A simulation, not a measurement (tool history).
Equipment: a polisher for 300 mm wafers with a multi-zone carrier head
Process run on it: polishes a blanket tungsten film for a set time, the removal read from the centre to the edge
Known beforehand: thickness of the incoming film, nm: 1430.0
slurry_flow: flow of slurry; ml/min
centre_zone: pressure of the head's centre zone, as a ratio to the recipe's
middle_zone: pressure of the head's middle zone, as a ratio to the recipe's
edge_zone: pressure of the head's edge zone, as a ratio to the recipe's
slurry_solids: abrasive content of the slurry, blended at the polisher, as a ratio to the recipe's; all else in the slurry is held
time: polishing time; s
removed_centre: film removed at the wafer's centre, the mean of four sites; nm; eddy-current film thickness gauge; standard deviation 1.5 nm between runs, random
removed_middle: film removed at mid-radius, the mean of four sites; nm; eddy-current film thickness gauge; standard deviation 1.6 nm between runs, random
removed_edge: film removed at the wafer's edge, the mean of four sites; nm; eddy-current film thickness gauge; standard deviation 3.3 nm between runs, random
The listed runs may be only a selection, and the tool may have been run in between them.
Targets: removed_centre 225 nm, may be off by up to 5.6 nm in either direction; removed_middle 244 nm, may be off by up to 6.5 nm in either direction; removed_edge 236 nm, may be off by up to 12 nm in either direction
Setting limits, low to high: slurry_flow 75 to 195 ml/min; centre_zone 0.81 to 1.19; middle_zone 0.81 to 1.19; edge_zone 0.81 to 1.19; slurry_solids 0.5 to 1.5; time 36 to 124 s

{"run": 1, "hour": 0.0, "slurry_flow": 125, "centre_zone": 1, "middle_zone": 1, "edge_zone": 1, "slurry_solids": 1, "time": 79, "removed_centre": 450.63, "removed_middle": 472.35, "removed_edge": 475.18}
{"run": 2, "hour": 6.8, "slurry_flow": 125, "centre_zone": 1.06, "middle_zone": 1, "edge_zone": 1, "slurry_solids": 1, "time": 79, "removed_centre": 479.96, "removed_middle": 470.97, "removed_edge": 485.38}
{"run": 3, "hour": 9.5, "slurry_flow": 120, "centre_zone": 1.03, "middle_zone": 0.98, "edge_zone": 0.97, "slurry_solids": 0.9, "time": 73, "removed_centre": 419.5, "removed_middle": 407.12, "removed_edge": 412.67}
{"run": 4, "hour": 16.4, "slurry_flow": 120, "centre_zone": 1.11, "middle_zone": 0.98, "edge_zone": 0.97, "slurry_solids": 0.9, "time": 73, "removed_centre": 447.76, "removed_middle": 412.5, "removed_edge": 414.59}
{"run": 5, "hour": 20.4, "slurry_flow": 135, "centre_zone": 1.11, "middle_zone": 0.98, "edge_zone": 0.97, "slurry_solids": 0.9, "time": 73, "removed_centre": 461.04, "removed_middle": 423.25, "removed_edge": 427.16}
{"run": 6, "hour": 25.0, "slurry_flow": 120, "centre_zone": 1.11, "middle_zone": 0.98, "edge_zone": 0.97, "slurry_solids": 0.9, "time": 73, "removed_centre": 444.47, "removed_middle": 412.84, "removed_edge": 414.11}
{"run": 7, "hour": 25.9, "slurry_flow": 115, "centre_zone": 1.06, "middle_zone": 0.97, "edge_zone": 0.96, "slurry_solids": 0.85, "time": 69, "removed_centre": 392.26, "removed_middle": 370.57, "removed_edge": 388.48}
{"run": 8, "hour": 33.6, "slurry_flow": 115, "centre_zone": 1.06, "middle_zone": 0.97, "edge_zone": 0.96, "slurry_solids": 0.85, "time": 69, "removed_centre": 395.53, "removed_middle": 375.34, "removed_edge": 373.35}

4 candidate next runs follow, results not yet known. Just one meets every target within its allowed miss. Identify it.
{"run": "A", "hour": 41.3, "slurry_flow": 80, "centre_zone": 1.13, "middle_zone": 1.06, "edge_zone": 0.81, "slurry_solids": 0.5, "time": 49, "removed_centre": "?", "removed_middle": "?", "removed_edge": "?"}
{"run": "B", "hour": 41.3, "slurry_flow": 85, "centre_zone": 1.04, "middle_zone": 1.03, "edge_zone": 0.92, "slurry_solids": 0.55, "time": 51, "removed_centre": "?", "removed_middle": "?", "removed_edge": "?"}
{"run": "C", "hour": 41.3, "slurry_flow": 140, "centre_zone": 0.92, "middle_zone": 0.96, "edge_zone": 0.86, "slurry_solids": 0.8, "time": 44, "removed_centre": "?", "removed_middle": "?", "removed_edge": "?"}
{"run": "D", "hour": 41.3, "slurry_flow": 110, "centre_zone": 1.03, "middle_zone": 0.99, "edge_zone": 0.82, "slurry_solids": 0.75, "time": 42, "removed_centre": "?", "removed_middle": "?", "removed_edge": "?"}

move=A removed_centre=233.26 removed_middle=228.72 removed_edge=207.33
move=B removed_centre=233.48 removed_middle=242.78 removed_edge=235.96
move=C removed_centre=222.4 removed_middle=243.95 removed_edge=236.37
move=D removed_centre=221.89 removed_middle=223.86 removed_edge=210.57
A: nearer the targets than the last run, but a result is still out of spec
B: nearer the targets than the last run, but a result is still out of spec
C: meets every target
D: the furthest-off result lands on target, but another misses its tolerance
Answer: C
